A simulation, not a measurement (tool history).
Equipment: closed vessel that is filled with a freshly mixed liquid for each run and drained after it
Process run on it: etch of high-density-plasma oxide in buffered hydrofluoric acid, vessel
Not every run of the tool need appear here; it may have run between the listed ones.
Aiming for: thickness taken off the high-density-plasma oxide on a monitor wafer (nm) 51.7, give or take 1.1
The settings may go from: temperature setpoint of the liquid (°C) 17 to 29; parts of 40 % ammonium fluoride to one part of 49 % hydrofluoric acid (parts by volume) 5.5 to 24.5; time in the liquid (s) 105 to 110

run	day	temperature setpoint of the liquid (°C)	parts of 40 % ammonium fluoride to one part of 49 % hydrofluoric acid (parts by volume)	time in the liquid (s)	thickness taken off the high-density-plasma oxide on a monitor wafer (nm)
1	0	21	15	105	78.703
2	0.233	23.5	15	105	90.825
3	0.342	23.5	19	105	71.156
4	0.433	23.5	19	105	71.797
5	0.629	22	19	105	65.182
6	1.008	22	21	105	61.073
7	1.088	21	21	105	57.901
8	1.242	20.5	21	105	55.414
9	1.362	20	21	105	53.791
10	1.746	20	21	105	54.047

Next run, 4 choices. One meets every target within its allowed miss, the rest don't. Which?
A	2.129	20.5	21	105	?
B	2.129	18	20.5	110	?
C	2.129	20	22	110	?
D	2.129	20	20.5	105	?

move	thickness taken off the high-density-plasma oxide on a monitor wafer (nm)
A	55.122
B	50.987
C	54.376
D	54.496
A: misses by more than the last run did
B: each result inside its tolerance
C: misses by more than the last run did
D: misses by more than the last run did
B is the move that brings every result within its allowed miss.
